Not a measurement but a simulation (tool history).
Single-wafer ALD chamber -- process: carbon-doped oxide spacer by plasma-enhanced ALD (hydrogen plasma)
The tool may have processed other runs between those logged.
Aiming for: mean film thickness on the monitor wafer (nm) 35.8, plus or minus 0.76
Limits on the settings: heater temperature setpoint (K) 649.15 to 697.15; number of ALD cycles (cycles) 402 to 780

| run | hour | heater temperature setpoint (K) | number of ALD cycles (cycles) | mean film thickness on the monitor wafer (nm) |
|---|---|---|---|---|
| 1 | 0 | 673.15 | 591 | 29.116 |
| 2 | 9.2 | 673.15 | 618 | 30.658 |
| 3 | 18.7 | 662.15 | 618 | 30.296 |
| 4 | 28.6 | 662.15 | 547 | 26.853 |
| 5 | 37.3 | 656.15 | 547 | 27.012 |
| 6 | 39.7 | 656.15 | 584 | 28.798 |
| 7 | 44 | 656.15 | 612 | 30.269 |
| 8 | 51.8 | 656.15 | 633 | 30.928 |
| 9 | 56.1 | 656.15 | 654 | 32.414 |
| 10 | 62.1 | 656.15 | 667 | 32.726 |
| 11 | 67.1 | 656.15 | 680 | 33.506 |
| 12 | 69.3 | 656.15 | 689 | 34.327 |
| 13 | 75.5 | 656.15 | 694 | 34.02 |
| 14 | 78.9 | 656.15 | 702 | 34.658 |

Exactly one of the 5 candidate moves below puts every result within its allowed miss. Which one?
| A | 82.3 | 658.15 | 697 | ? |
| B | 82.3 | 658.15 | 693 | ? |
| C | 82.3 | 649.15 | 695 | ? |
| D | 82.3 | 649.15 | 696 | ? |
| E | 82.3 | 658.15 | 727 | ? |

| move | mean film thickness on the monitor wafer (nm) |
|---|---|
| A | 34.849 |
| B | 34.649 |
| C | 34.749 |
| D | 34.799 |
| E | 36.348 |
A: nearer than the last run, and not there yet
B: roughly where the last run was
C: nearer than the last run, and not there yet
D: nearer than the last run, and not there yet
E: all results land within tolerance of their targets
The right move is E.
